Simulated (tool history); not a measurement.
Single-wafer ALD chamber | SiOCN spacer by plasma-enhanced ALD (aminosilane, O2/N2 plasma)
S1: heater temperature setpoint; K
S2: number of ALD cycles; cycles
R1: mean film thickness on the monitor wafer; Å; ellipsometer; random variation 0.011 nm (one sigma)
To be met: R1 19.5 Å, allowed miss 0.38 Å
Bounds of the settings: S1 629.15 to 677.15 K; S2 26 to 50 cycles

{"run": 1, "day": 0.0, "S1": 653.15, "S2": 38, "R1": 25.06}
{"run": 2, "day": 0.375, "S1": 653.15, "S2": 35, "R1": 22.847}
{"run": 3, "day": 0.471, "S1": 659.15, "S2": 35, "R1": 22.776}
{"run": 4, "day": 0.804, "S1": 659.15, "S2": 40, "R1": 25.998}
{"run": 5, "day": 1.104, "S1": 660.15, "S2": 37, "R1": 24.14}
{"day": 1.25, "done": "thermocouple changed; heater temperature recalibrated"}
{"run": 6, "day": 1.25, "S1": 660.15, "S2": 39, "R1": 25.264}
{"run": 7, "day": 1.358, "S1": 661.15, "S2": 36, "R1": 23.172}
{"run": 8, "day": 1.725, "S1": 662.15, "S2": 34, "R1": 22.223}
{"run": 9, "day": 1.833, "S1": 662.15, "S2": 28, "R1": 18.065}
{"run": 10, "day": 1.862, "S1": 662.15, "S2": 29, "R1": 18.783}

4 next moves are on the table. One of them brings every result within its allowed miss. Which?
{"run": "A", "day": 1.892, "S1": 664.15, "S2": 30, "R1": "?"}
{"run": "B", "day": 1.892, "S1": 661.15, "S2": 32, "R1": "?"}
{"run": "C", "day": 1.892, "S1": 663.15, "S2": 29, "R1": "?"}
{"run": "D", "day": 1.892, "S1": 658.15, "S2": 28, "R1": "?"}

move=A R1=19.296
move=B R1=20.582
move=C R1=18.652
move=D R1=18.009
A: meets every target
B: takes the result that was furthest off past its target
C: further off than the last run
D: further off than the last run
Move A is the one to make.
